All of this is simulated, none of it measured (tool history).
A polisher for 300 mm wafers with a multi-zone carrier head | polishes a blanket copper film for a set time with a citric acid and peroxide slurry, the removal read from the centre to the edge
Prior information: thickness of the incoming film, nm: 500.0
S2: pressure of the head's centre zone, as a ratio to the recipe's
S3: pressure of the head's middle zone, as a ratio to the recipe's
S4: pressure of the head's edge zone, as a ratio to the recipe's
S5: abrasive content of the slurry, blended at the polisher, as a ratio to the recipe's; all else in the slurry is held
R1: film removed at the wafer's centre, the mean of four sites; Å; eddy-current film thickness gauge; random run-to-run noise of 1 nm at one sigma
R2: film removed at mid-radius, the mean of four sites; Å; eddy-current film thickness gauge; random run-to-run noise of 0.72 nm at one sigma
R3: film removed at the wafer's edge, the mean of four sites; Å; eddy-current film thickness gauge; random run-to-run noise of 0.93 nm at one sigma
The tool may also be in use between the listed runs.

{"run": 1, "hour": 0.0, "flow of slurry (ml/min)": 320, "S2": 1.0, "S3": 1.0, "S4": 1.0, "S5": 1.0, "polishing time (s)": 47, "R1": 596.27, "R2": 626.4, "R3": 626.42}
{"run": 2, "hour": 7.4, "flow of slurry (ml/min)": 320, "S2": 1.0, "S3": 0.96, "S4": 1.0, "S5": 1.0, "polishing time (s)": 47, "R1": 611.74, "R2": 604.36, "R3": 631.5}
{"run": 3, "hour": 12.4, "flow of slurry (ml/min)": 320, "S2": 1.01, "S3": 0.95, "S4": 1.02, "S5": 1.05, "polishing time (s)": 47, "R1": 615.33, "R2": 595.86, "R3": 629.93}
{"run": 4, "hour": 14.9, "flow of slurry (ml/min)": 320, "S2": 1.01, "S3": 0.93, "S4": 1.03, "S5": 1.05, "polishing time (s)": 48, "R1": 630.64, "R2": 590.14, "R3": 663.5}
{"run": 5, "hour": 19.7, "flow of slurry (ml/min)": 320, "S2": 1.01, "S3": 0.89, "S4": 1.03, "S5": 1.05, "polishing time (s)": 48, "R1": 650.5, "R2": 582.61, "R3": 659.6}
{"run": 6, "hour": 23.7, "flow of slurry (ml/min)": 320, "S2": 1.02, "S3": 0.89, "S4": 1.04, "S5": 1.1, "polishing time (s)": 48, "R1": 650.98, "R2": 588.17, "R3": 654.27}
{"run": 7, "hour": 24.5, "flow of slurry (ml/min)": 320, "S2": 1.02, "S3": 0.88, "S4": 1.05, "S5": 1.1, "polishing time (s)": 49, "R1": 639.0, "R2": 587.29, "R3": 661.18}

What will run 8 give?
{"run": 8, "hour": 32.7, "flow of slurry (ml/min)": 320, "S2": 1.03, "S3": 0.87, "S4": 1.05, "S5": 1.1, "polishing time (s)": 50, "R1": "?", "R2": "?", "R3": "?"}

Run 8 gave R1 657.01 Å, R2 608.20 Å, R3 689.47 Å.

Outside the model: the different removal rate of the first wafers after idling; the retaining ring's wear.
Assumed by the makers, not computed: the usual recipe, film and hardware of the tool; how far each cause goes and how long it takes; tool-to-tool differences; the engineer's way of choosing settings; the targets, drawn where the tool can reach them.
